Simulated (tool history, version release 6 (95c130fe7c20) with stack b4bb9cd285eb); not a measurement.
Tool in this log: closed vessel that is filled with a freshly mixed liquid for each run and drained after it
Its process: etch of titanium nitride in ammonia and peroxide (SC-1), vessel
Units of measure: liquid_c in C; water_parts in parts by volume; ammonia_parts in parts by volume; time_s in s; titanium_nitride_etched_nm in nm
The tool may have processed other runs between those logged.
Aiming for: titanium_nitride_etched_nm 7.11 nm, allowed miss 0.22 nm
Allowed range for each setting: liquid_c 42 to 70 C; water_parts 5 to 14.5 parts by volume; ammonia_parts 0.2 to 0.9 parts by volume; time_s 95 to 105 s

run 1 hour=0 | liquid_c=58 water_parts=8 ammonia_parts=0.5 time_s=95 | titanium_nitride_etched_nm=12.074
run 2 hour=6.1 | liquid_c=58 water_parts=8 ammonia_parts=0.5 time_s=105 | titanium_nitride_etched_nm=13.541
run 3 hour=8.5 | liquid_c=58 water_parts=8 ammonia_parts=0.5 time_s=95 | titanium_nitride_etched_nm=12.326
run 4 hour=14.7 | liquid_c=55.5 water_parts=8 ammonia_parts=0.5 time_s=95 | titanium_nitride_etched_nm=10.411
run 5 hour=23 | liquid_c=55.5 water_parts=10 ammonia_parts=0.5 time_s=95 | titanium_nitride_etched_nm=9.3256
run 6 hour=27.1 | liquid_c=54 water_parts=10 ammonia_parts=0.5 time_s=95 | titanium_nitride_etched_nm=8.4705
run 7 hour=33 | liquid_c=54 water_parts=10 ammonia_parts=0.5 time_s=95 | titanium_nitride_etched_nm=8.3973
-- hour=33.9 thermometer replaced
run 8 hour=33.9 | liquid_c=53 water_parts=10 ammonia_parts=0.5 time_s=95 | titanium_nitride_etched_nm=8.6897
run 9 hour=36.5 | liquid_c=51.5 water_parts=10 ammonia_parts=0.5 time_s=95 | titanium_nitride_etched_nm=7.8044
run 10 hour=40 | liquid_c=51 water_parts=10 ammonia_parts=0.5 time_s=95 | titanium_nitride_etched_nm=7.587
run 11 hour=46.6 | liquid_c=51 water_parts=10 ammonia_parts=0.5 time_s=95 | titanium_nitride_etched_nm=7.5256

Consider the 4 candidate settings below. Which is the only one whose results all fall within their allowed miss of target?
run A hour=53.2 | liquid_c=50 water_parts=10 ammonia_parts=0.55 time_s=95 | titanium_nitride_etched_nm=?
run B hour=53.2 | liquid_c=49.5 water_parts=9.5 ammonia_parts=0.8 time_s=105 | titanium_nitride_etched_nm=?
run C hour=53.2 | liquid_c=51 water_parts=9.5 ammonia_parts=0.35 time_s=105 | titanium_nitride_etched_nm=?
run D hour=53.2 | liquid_c=51 water_parts=10 ammonia_parts=0.55 time_s=95 | titanium_nitride_etched_nm=?

move=A titanium_nitride_etched_nm=7.1172
move=B titanium_nitride_etched_nm=8.296
move=C titanium_nitride_etched_nm=7.9978
move=D titanium_nitride_etched_nm=7.6291
A: hits every target within its allowed miss
B: moves away from the targets compared with the last run
C: moves away from the targets compared with the last run
D: moves away from the targets compared with the last run
So the answer is move A, the one that meets all the targets.

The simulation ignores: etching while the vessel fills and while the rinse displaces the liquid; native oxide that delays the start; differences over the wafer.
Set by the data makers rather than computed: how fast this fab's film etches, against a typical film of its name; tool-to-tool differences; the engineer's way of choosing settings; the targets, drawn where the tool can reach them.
